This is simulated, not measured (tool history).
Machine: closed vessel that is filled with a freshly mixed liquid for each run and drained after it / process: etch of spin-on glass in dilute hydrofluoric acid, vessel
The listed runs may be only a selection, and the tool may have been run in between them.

run,hour,temperature setpoint of the liquid (K),parts of water to one part of 49 % hydrofluoric acid (parts by volume),time in the liquid (s),thickness taken off the spin-on glass on a monitor wafer (Å)
1,0,296.15,90,90,406.15
2,1,299.65,90,90,465.61
3,7.1,300.15,85,90,503.25
4,15,300.65,80,90,551.11
5,21.4,302.65,80,90,597.93
6,22.7,302.65,75,90,641.96

Forecast run 7:
7,27.5,302.65,70,90,?

{"run 7": {"thickness taken off the spin-on glass on a monitor wafer (Å)": 693.04}}
